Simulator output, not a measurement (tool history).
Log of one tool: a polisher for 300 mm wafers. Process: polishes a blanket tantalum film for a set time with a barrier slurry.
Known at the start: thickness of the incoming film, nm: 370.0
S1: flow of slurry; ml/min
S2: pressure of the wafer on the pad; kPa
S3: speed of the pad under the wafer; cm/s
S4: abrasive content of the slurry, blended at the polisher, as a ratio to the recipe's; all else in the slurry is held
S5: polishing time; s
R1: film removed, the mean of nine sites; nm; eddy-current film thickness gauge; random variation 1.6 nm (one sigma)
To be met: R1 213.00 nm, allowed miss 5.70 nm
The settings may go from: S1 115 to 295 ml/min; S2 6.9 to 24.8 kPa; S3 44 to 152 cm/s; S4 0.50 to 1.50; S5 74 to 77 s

run	day	S1	S2	S3	S4	S5	R1
1	0.000	190	15.9	98	1.00	74	103.33
2	0.071	195	17.9	100	1.00	74	117.81
3	0.358	195	17.9	88	1.00	74	107.36
4	0.696	195	17.9	106	1.00	74	127.47
5	0.979	195	17.9	84	1.00	74	101.40
6	1.350	200	19.3	90	1.00	74	116.25
7	1.612	200	20.7	96	1.00	74	133.96
8	1.729	205	21.4	100	1.00	74	143.28
9	1.967	205	21.4	100	1.00	74	143.11
10	2.317	205	22.1	104	1.00	74	154.10
11	2.633	205	22.8	108	1.00	74	164.82
12	2.825	210	23.4	112	1.00	74	174.60
13	2.883	210	23.4	116	1.00	74	182.31
14	3.217	210	23.4	118	1.00	74	184.31
15	3.404	210	23.4	120	1.00	74	188.43
16	3.779	210	23.4	122	1.00	74	191.31
17	3.971	210	23.4	122	1.00	74	190.24
18	4.250	210	23.4	124	1.00	74	193.04

Which of these 5 next moves meets every target?
A	4.529	190	24.8	122	1.05	76	?
B	4.529	235	20.7	142	0.95	75	?
C	4.529	215	24.8	98	1.25	74	?
D	4.529	195	22.8	140	0.90	74	?
E	4.529	155	24.1	126	1.05	74	?

move	R1
A	213.45
B	198.04
C	185.85
D	200.03
E	202.62
A: meets every target
B: nearer than the last run, and not there yet
C: further off than the last run
D: nearer than the last run, and not there yet
E: nearer than the last run, and not there yet
Move A is the one to make.
